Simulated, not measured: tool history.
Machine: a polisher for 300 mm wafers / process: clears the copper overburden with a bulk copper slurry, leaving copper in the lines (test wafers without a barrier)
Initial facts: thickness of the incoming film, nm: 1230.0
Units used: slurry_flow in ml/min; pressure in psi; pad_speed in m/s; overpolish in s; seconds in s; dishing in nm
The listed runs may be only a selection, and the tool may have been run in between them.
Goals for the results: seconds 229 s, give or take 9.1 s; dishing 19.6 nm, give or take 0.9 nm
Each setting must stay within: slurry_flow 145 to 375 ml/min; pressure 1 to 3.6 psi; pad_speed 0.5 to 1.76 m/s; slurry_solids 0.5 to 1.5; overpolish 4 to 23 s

{"run": 1, "hour": 0.0, "slurry_flow": 240, "pressure": 2.3, "pad_speed": 1.12, "slurry_solids": 1, "overpolish": 12, "seconds": 211.88, "dishing": 41.899}
{"run": 2, "hour": 5.2, "slurry_flow": 240, "pressure": 2.3, "pad_speed": 1, "slurry_solids": 1, "overpolish": 12, "seconds": 237.92, "dishing": 38.773}
{"run": 3, "hour": 11.2, "slurry_flow": 235, "pressure": 2.2, "pad_speed": 1.06, "slurry_solids": 0.95, "overpolish": 11, "seconds": 239.27, "dishing": 35.633}
{"run": 4, "hour": 19.2, "slurry_flow": 235, "pressure": 2.6, "pad_speed": 1.06, "slurry_solids": 0.95, "overpolish": 11, "seconds": 198.95, "dishing": 41.978}
{"run": 5, "hour": 22.2, "slurry_flow": 220, "pressure": 2.4, "pad_speed": 1.14, "slurry_solids": 0.85, "overpolish": 10, "seconds": 211.63, "dishing": 37.56}
{"run": 6, "hour": 25.2, "slurry_flow": 220, "pressure": 2.4, "pad_speed": 1.14, "slurry_solids": 0.85, "overpolish": 8, "seconds": 212.82, "dishing": 31.509}
{"run": 7, "hour": 26.2, "slurry_flow": 225, "pressure": 2.3, "pad_speed": 1.18, "slurry_solids": 0.9, "overpolish": 7, "seconds": 208.41, "dishing": 28.065}
{"run": 8, "hour": 31.3, "slurry_flow": 230, "pressure": 2.2, "pad_speed": 1.18, "slurry_solids": 0.95, "overpolish": 7, "seconds": 216.07, "dishing": 27.826}
{"run": 9, "hour": 39.0, "slurry_flow": 235, "pressure": 2.1, "pad_speed": 1.2, "slurry_solids": 1, "overpolish": 6, "seconds": 217.99, "dishing": 23.91}

5 next moves are on the table. One of them brings every result within its allowed miss. Which?
{"run": "A", "hour": 46.7, "slurry_flow": 275, "pressure": 1.9, "pad_speed": 1.4, "slurry_solids": 1, "overpolish": 8, "seconds": "?", "dishing": "?"}
{"run": "B", "hour": 46.7, "slurry_flow": 215, "pressure": 1.9, "pad_speed": 1.26, "slurry_solids": 1.05, "overpolish": 6, "seconds": "?", "dishing": "?"}
{"run": "C", "hour": 46.7, "slurry_flow": 180, "pressure": 2.3, "pad_speed": 1.18, "slurry_solids": 0.9, "overpolish": 9, "seconds": "?", "dishing": "?"}
{"run": "D", "hour": 46.7, "slurry_flow": 175, "pressure": 2, "pad_speed": 1.16, "slurry_solids": 1.25, "overpolish": 6, "seconds": "?", "dishing": "?"}
{"run": "E", "hour": 46.7, "slurry_flow": 265, "pressure": 2.1, "pad_speed": 1.12, "slurry_solids": 1.05, "overpolish": 5, "seconds": "?", "dishing": "?"}

move=A seconds=203.66 dishing=32.602
move=B seconds=229.3 dishing=23.316
move=C seconds=217.24 dishing=34.403
move=D seconds=233.04 dishing=23.045
move=E seconds=227.68 dishing=20.099
A: lands further from the targets than the last run did
B: closes in on the targets versus the last run, not all within tolerance yet
C: lands further from the targets than the last run did
D: closes in on the targets versus the last run, not all within tolerance yet
E: in spec on every target
Correct choice: E, which meets every target
